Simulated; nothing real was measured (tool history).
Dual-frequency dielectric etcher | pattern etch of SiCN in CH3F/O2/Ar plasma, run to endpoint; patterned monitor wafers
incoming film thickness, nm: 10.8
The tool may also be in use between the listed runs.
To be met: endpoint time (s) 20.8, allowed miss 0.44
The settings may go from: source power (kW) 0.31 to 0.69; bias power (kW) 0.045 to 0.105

run 1 hour=0 | source_power_(kW)=0.5 bias_power_(kW)=0.075 | endpoint_time_(s)=25.348
run 2 hour=5.7 | source_power_(kW)=0.55 bias_power_(kW)=0.079 | endpoint_time_(s)=23.543
run 3 hour=6.4 | source_power_(kW)=0.51 bias_power_(kW)=0.079 | endpoint_time_(s)=24.229
run 4 hour=11.7 | source_power_(kW)=0.55 bias_power_(kW)=0.081 | endpoint_time_(s)=23.168
-- hour=16.6 source power generator calibrated
run 5 hour=16.6 | source_power_(kW)=0.51 bias_power_(kW)=0.081 | endpoint_time_(s)=24.719
run 6 hour=24.6 | source_power_(kW)=0.55 bias_power_(kW)=0.082 | endpoint_time_(s)=23.759
run 7 hour=31.3 | source_power_(kW)=0.65 bias_power_(kW)=0.09 | endpoint_time_(s)=21.358
run 8 hour=32.6 | source_power_(kW)=0.66 bias_power_(kW)=0.09 | endpoint_time_(s)=21.349

Which of these 4 next moves meets every target?
run A hour=33.9 | source_power_(kW)=0.62 bias_power_(kW)=0.075 | endpoint_time_(s)=?
run B hour=33.9 | source_power_(kW)=0.63 bias_power_(kW)=0.082 | endpoint_time_(s)=?
run C hour=33.9 | source_power_(kW)=0.6 bias_power_(kW)=0.088 | endpoint_time_(s)=?
run D hour=33.9 | source_power_(kW)=0.68 bias_power_(kW)=0.093 | endpoint_time_(s)=?

move=A endpoint_time_(s)=22.969
move=B endpoint_time_(s)=22.242
move=C endpoint_time_(s)=22.275
move=D endpoint_time_(s)=20.733
A: further off than the last run
B: further off than the last run
C: further off than the last run
D: meets every target
Answer: D

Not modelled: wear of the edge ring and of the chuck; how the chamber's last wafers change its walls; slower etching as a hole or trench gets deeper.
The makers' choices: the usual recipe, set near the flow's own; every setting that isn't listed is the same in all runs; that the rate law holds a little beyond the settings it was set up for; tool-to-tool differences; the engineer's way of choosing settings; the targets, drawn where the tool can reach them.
